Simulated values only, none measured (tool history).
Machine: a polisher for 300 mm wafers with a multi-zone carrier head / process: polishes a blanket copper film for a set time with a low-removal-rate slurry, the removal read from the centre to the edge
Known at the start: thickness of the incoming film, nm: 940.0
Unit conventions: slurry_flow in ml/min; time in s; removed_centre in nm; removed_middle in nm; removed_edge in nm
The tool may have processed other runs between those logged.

run	hour	slurry_flow	centre_zone	middle_zone	edge_zone	slurry_solids	time	removed_centre	removed_middle	removed_edge
1	0	280	1	1	1	1	64	173.67	175.36	181.83
2	8.7	280	1	1	0.91	1	64	172.34	175.85	173.5
3	9.5	275	0.98	1	0.9	0.95	61	160.88	164.5	163.04
4	16	345	0.98	1	0.9	0.95	61	160.98	168.86	162.95
5	24.2	345	0.98	0.96	0.9	0.95	61	163.96	164.34	165.62
6	29.4	345	0.98	0.96	0.9	0.95	75	198.68	198.85	200.25
7	31.9	345	0.96	0.96	0.89	0.9	70	182.13	189.02	182.9
8	36.6	345	0.94	0.94	0.9	0.85	66	167.88	174.74	173.66
9	39.1	345	0.92	0.93	0.89	0.8	62	154.4	157.05	160.32
10	43.4	345	0.91	0.94	0.89	0.75	59	139.85	148.12	149.29
11	50.8	345	0.9	0.94	0.88	0.7	57	131.65	141.05	141.44
12	56.7	340	0.89	0.94	0.87	0.65	56	125.25	136.99	134.72
13	62.6	335	0.88	0.94	0.86	0.65	55	123.23	132.2	133.45
14	68.5	330	0.88	0.95	0.85	0.65	54	121.94	131.26	127.05

The next listed run, before its measurement:
15	71.1	325	0.87	0.95	0.85	0.65	54	?	?	?

removed_centre: 117.71 nm
removed_middle: 129.68 nm
removed_edge: 130.19 nm
